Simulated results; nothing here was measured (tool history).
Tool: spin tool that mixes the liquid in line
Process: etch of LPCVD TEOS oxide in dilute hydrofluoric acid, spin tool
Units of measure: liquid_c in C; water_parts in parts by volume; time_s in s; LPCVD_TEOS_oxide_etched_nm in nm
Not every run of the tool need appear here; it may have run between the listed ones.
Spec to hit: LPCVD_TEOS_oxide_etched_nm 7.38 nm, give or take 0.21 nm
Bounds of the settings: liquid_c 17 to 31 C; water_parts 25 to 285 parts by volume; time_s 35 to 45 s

Run 1, hour 0: liquid_c 23 C, water_parts 155 parts by volume, time_s 45 s. Result: LPCVD_TEOS_oxide_etched_nm 5.1122 nm.
Run 2, hour 4.4: liquid_c 24 C, water_parts 155 parts by volume, time_s 45 s. Result: LPCVD_TEOS_oxide_etched_nm 5.437 nm.
Run 3, hour 11.9: liquid_c 25 C, water_parts 155 parts by volume, time_s 45 s. Result: LPCVD_TEOS_oxide_etched_nm 5.5282 nm.
Run 4, hour 13.7: liquid_c 25 C, water_parts 155 parts by volume, time_s 45 s. Result: LPCVD_TEOS_oxide_etched_nm 5.5871 nm.
Run 5, hour 15.1: liquid_c 26 C, water_parts 155 parts by volume, time_s 45 s. Result: LPCVD_TEOS_oxide_etched_nm 5.812 nm.
Run 6, hour 18.2: liquid_c 27 C, water_parts 155 parts by volume, time_s 45 s. Result: LPCVD_TEOS_oxide_etched_nm 5.9735 nm.
Run 7, hour 20.1: liquid_c 31 C, water_parts 140 parts by volume, time_s 45 s. Result: LPCVD_TEOS_oxide_etched_nm 7.8241 nm.
At hour 21.2: hydrofluoric acid flow meter replaced.
Run 8, hour 21.2: liquid_c 30 C, water_parts 140 parts by volume, time_s 45 s. Result: LPCVD_TEOS_oxide_etched_nm 6.6844 nm.
Run 9, hour 25.4: liquid_c 30 C, water_parts 135 parts by volume, time_s 45 s. Result: LPCVD_TEOS_oxide_etched_nm 6.9315 nm.

Which single option among these 4 for the next run brings every result within its allowed miss of target? Just one does.
Run A, hour 29.6: liquid_c 29 C, water_parts 135 parts by volume, time_s 45 s. Result: LPCVD_TEOS_oxide_etched_nm ?.
Run B, hour 29.6: liquid_c 29 C, water_parts 125 parts by volume, time_s 45 s. Result: LPCVD_TEOS_oxide_etched_nm ?.
Run C, hour 29.6: liquid_c 28 C, water_parts 115 parts by volume, time_s 45 s. Result: LPCVD_TEOS_oxide_etched_nm ?.
Run D, hour 29.6: liquid_c 30 C, water_parts 120 parts by volume, time_s 45 s. Result: LPCVD_TEOS_oxide_etched_nm ?.

move  LPCVD_TEOS_oxide_etched_nm
   A                      6.7144
   B                      7.3478
   C                      7.7961
   D                      7.9959
A: misses by more than the last run did
B: every result within its allowed miss
C: moves the result that the last run missed by most past its target, out the other side
D: moves the result that the last run missed by most past its target, out the other side
B is the move that brings every result within its allowed miss.

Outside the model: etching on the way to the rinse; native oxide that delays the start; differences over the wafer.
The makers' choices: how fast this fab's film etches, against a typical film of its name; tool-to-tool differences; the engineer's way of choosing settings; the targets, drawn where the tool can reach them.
